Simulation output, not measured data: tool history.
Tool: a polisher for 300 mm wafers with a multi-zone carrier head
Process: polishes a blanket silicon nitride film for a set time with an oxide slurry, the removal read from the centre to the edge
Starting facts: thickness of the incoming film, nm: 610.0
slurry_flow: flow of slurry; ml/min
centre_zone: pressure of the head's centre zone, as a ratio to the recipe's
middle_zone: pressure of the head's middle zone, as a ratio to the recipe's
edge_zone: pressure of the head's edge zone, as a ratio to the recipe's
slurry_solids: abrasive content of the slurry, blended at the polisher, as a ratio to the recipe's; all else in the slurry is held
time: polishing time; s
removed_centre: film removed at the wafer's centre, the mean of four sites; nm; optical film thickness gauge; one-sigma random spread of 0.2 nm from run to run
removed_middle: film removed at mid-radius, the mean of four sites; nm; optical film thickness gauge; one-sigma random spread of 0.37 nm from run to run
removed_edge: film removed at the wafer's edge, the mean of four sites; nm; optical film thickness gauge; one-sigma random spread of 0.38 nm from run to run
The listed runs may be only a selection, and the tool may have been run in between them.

{"run": 1, "hour": 0.0, "slurry_flow": 255, "centre_zone": 1.0, "middle_zone": 1.0, "edge_zone": 1.0, "slurry_solids": 1.0, "time": 69, "removed_centre": 43.692, "removed_middle": 43.083, "removed_edge": 42.513}
{"run": 2, "hour": 4.7, "slurry_flow": 260, "centre_zone": 1.0, "middle_zone": 0.97, "edge_zone": 0.95, "slurry_solids": 0.85, "time": 68, "removed_centre": 38.066, "removed_middle": 36.789, "removed_edge": 37.654}
{"run": 3, "hour": 10.4, "slurry_flow": 260, "centre_zone": 1.0, "middle_zone": 0.97, "edge_zone": 0.95, "slurry_solids": 0.7, "time": 68, "removed_centre": 32.384, "removed_middle": 31.71, "removed_edge": 31.657}
{"run": 4, "hour": 15.2, "slurry_flow": 260, "centre_zone": 1.02, "middle_zone": 0.96, "edge_zone": 0.94, "slurry_solids": 0.7, "time": 68, "removed_centre": 32.829, "removed_middle": 32.114, "removed_edge": 31.478}
{"run": 5, "hour": 18.8, "slurry_flow": 260, "centre_zone": 0.97, "middle_zone": 0.96, "edge_zone": 0.94, "slurry_solids": 0.7, "time": 68, "removed_centre": 31.545, "removed_middle": 31.785, "removed_edge": 31.411}
{"run": 6, "hour": 22.3, "slurry_flow": 215, "centre_zone": 0.97, "middle_zone": 0.96, "edge_zone": 0.94, "slurry_solids": 0.7, "time": 68, "removed_centre": 30.781, "removed_middle": 31.358, "removed_edge": 30.519}
{"run": 7, "hour": 31.0, "slurry_flow": 220, "centre_zone": 1.0, "middle_zone": 0.94, "edge_zone": 0.92, "slurry_solids": 0.7, "time": 68, "removed_centre": 31.776, "removed_middle": 31.244, "removed_edge": 30.323}

For run 8, what comes out?
{"run": 8, "hour": 35.5, "slurry_flow": 225, "centre_zone": 1.02, "middle_zone": 0.91, "edge_zone": 0.91, "slurry_solids": 0.7, "time": 68, "removed_centre": "?", "removed_middle": "?", "removed_edge": "?"}

removed_centre: 32.461 nm
removed_middle: 29.488 nm
removed_edge: 30.623 nm
